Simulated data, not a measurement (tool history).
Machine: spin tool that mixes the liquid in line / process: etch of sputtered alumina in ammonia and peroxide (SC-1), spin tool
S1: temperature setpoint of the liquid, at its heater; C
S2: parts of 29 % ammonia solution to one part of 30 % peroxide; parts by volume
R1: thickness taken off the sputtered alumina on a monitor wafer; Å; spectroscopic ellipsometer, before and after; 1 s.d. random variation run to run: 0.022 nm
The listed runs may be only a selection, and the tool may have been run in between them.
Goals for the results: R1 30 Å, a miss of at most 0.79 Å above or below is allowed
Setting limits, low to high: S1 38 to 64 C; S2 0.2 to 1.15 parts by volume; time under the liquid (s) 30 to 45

{"run": 1, "hour": 0.0, "S1": 48, "S2": 0.65, "time under the liquid (s)": 45, "R1": 22.412}
{"run": 2, "hour": 7.2, "S1": 48.5, "S2": 0.65, "time under the liquid (s)": 45, "R1": 23.062}
{"run": 3, "hour": 8.6, "S1": 49, "S2": 0.65, "time under the liquid (s)": 45, "R1": 23.599}
{"run": 4, "hour": 12.5, "S1": 49.5, "S2": 0.65, "time under the liquid (s)": 45, "R1": 24.317}
{"run": 5, "hour": 16.2, "S1": 50, "S2": 0.65, "time under the liquid (s)": 45, "R1": 24.83}
{"run": 6, "hour": 17.5, "S1": 50, "S2": 0.75, "time under the liquid (s)": 45, "R1": 25.271}
{"run": 7, "hour": 19.7, "S1": 50.5, "S2": 0.75, "time under the liquid (s)": 45, "R1": 26.462}
{"run": 8, "hour": 22.8, "S1": 51, "S2": 0.75, "time under the liquid (s)": 45, "R1": 26.36}
{"run": 9, "hour": 25.1, "S1": 51.5, "S2": 0.75, "time under the liquid (s)": 45, "R1": 27.629}
{"run": 10, "hour": 29.6, "S1": 52.5, "S2": 0.75, "time under the liquid (s)": 45, "R1": 28.815}

5 next moves are on the table. One of them brings every result within its allowed miss. Which?
{"run": "A", "hour": 34.1, "S1": 56.5, "S2": 0.7, "time under the liquid (s)": 35, "R1": "?"}
{"run": "B", "hour": 34.1, "S1": 51, "S2": 0.85, "time under the liquid (s)": 45, "R1": "?"}
{"run": "C", "hour": 34.1, "S1": 53.5, "S2": 1.1, "time under the liquid (s)": 45, "R1": "?"}
{"run": "D", "hour": 34.1, "S1": 53.5, "S2": 0.55, "time under the liquid (s)": 45, "R1": "?"}
{"run": "E", "hour": 34.1, "S1": 54, "S2": 0.75, "time under the liquid (s)": 45, "R1": "?"}

move=A R1=27.688
move=B R1=27.006
move=C R1=31.685
move=D R1=29.669
move=E R1=31.384
A: moves away from the targets compared with the last run
B: moves away from the targets compared with the last run
C: moves the result that the last run missed by most past its target, out the other side
D: hits every target within its allowed miss
E: moves the result that the last run missed by most past its target, out the other side
So the answer is move D, the one that meets all the targets.
